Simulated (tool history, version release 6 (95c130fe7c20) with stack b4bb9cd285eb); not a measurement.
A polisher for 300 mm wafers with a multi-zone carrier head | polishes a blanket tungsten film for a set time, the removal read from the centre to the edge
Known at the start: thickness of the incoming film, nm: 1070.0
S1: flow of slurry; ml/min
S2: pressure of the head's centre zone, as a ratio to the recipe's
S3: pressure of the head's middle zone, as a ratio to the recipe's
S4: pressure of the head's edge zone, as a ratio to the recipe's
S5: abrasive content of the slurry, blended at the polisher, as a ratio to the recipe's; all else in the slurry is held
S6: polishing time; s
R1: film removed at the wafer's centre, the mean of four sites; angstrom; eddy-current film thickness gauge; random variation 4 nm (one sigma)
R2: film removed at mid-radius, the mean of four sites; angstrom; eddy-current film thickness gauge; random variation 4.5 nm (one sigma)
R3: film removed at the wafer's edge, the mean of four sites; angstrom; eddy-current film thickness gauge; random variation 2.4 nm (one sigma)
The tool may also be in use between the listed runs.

Run 1, hour 0.0: S1 200 ml/min, S2 1.00, S3 1.00, S4 1.00, S5 1.00, S6 63 s. Result: R1 2867.4 angstrom, R2 2841.2 angstrom, R3 2787.5 angstrom.
Run 2, hour 7.6: S1 200 ml/min, S2 1.07, S3 1.00, S4 1.00, S5 1.00, S6 63 s. Result: R1 3018.4 angstrom, R2 2926.1 angstrom, R3 2792.6 angstrom.
Run 3, hour 8.2: S1 205 ml/min, S2 1.02, S3 1.04, S4 1.06, S5 1.15, S6 64 s. Result: R1 3135.2 angstrom, R2 3223.7 angstrom, R3 3042.2 angstrom.
Run 4, hour 10.5: S1 205 ml/min, S2 1.02, S3 1.04, S4 1.06, S5 1.35, S6 64 s. Result: R1 3280.4 angstrom, R2 3381.6 angstrom, R3 3233.3 angstrom.
Run 5, hour 18.2: S1 205 ml/min, S2 1.02, S3 1.04, S4 1.06, S5 1.35, S6 54 s. Result: R1 2760.7 angstrom, R2 2856.4 angstrom, R3 2715.8 angstrom.
Run 6, hour 20.4: S1 205 ml/min, S2 1.02, S3 1.04, S4 1.06, S5 1.35, S6 42 s. Result: R1 2174.7 angstrom, R2 2204.6 angstrom, R3 2112.1 angstrom.

The next listed run, before its measurement:
Run 7, hour 24.9: S1 210 ml/min, S2 0.99, S3 1.05, S4 1.10, S5 1.40, S6 49 s. Result: R1 ?, R2 ?, R3 ?.

{"run 7": {"R1": 2476.6, "R2": 2644.9, "R3": 2551.6}}
